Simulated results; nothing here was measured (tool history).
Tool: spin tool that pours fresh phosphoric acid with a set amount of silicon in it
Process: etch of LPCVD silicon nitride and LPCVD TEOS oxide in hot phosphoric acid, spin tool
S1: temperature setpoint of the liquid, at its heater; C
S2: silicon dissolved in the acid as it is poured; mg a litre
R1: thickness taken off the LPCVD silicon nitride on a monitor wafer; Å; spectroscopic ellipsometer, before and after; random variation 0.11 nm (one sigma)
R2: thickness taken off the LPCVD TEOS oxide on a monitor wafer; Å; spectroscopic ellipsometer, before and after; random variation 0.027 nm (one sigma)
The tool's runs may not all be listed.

{"run": 1, "hour": 0.0, "S1": 160, "S2": 16, "time under the liquid (s)": 180, "R1": 153.17, "R2": 6.1073}
{"run": 2, "hour": 6.9, "S1": 160, "S2": 15.5, "time under the liquid (s)": 180, "R1": 153.36, "R2": 6.7265}
{"run": 3, "hour": 11.6, "S1": 162, "S2": 15.5, "time under the liquid (s)": 180, "R1": 166.43, "R2": 6.219}
{"run": 4, "hour": 16.4, "S1": 162, "S2": 11, "time under the liquid (s)": 180, "R1": 164.2, "R2": 8.0499}
{"run": 5, "hour": 18.1, "S1": 161.5, "S2": 11.5, "time under the liquid (s)": 180, "R1": 159.99, "R2": 7.6798}
{"run": 6, "hour": 22.2, "S1": 163, "S2": 11.5, "time under the liquid (s)": 180, "R1": 170.5, "R2": 7.596}
{"run": 7, "hour": 24.0, "S1": 162.5, "S2": 12, "time under the liquid (s)": 180, "R1": 165.73, "R2": 8.2423}
{"run": 8, "hour": 30.4, "S1": 162, "S2": 12.5, "time under the liquid (s)": 180, "R1": 164.29, "R2": 8.0867}
{"run": 9, "hour": 37.2, "S1": 161.5, "S2": 13, "time under the liquid (s)": 180, "R1": 159.7, "R2": 7.4514}
{"run": 10, "hour": 37.9, "S1": 161, "S2": 13.5, "time under the liquid (s)": 180, "R1": 158.13, "R2": 7.0483}
{"run": 11, "hour": 42.0, "S1": 160.5, "S2": 14, "time under the liquid (s)": 180, "R1": 156.25, "R2": 6.345}

Run 12 comes next. What will it give?
{"run": 12, "hour": 45.9, "S1": 160, "S2": 13.5, "time under the liquid (s)": 180, "R1": "?", "R2": "?"}

Run 12 gave R1 153.27 Å, R2 6.3207 Å.

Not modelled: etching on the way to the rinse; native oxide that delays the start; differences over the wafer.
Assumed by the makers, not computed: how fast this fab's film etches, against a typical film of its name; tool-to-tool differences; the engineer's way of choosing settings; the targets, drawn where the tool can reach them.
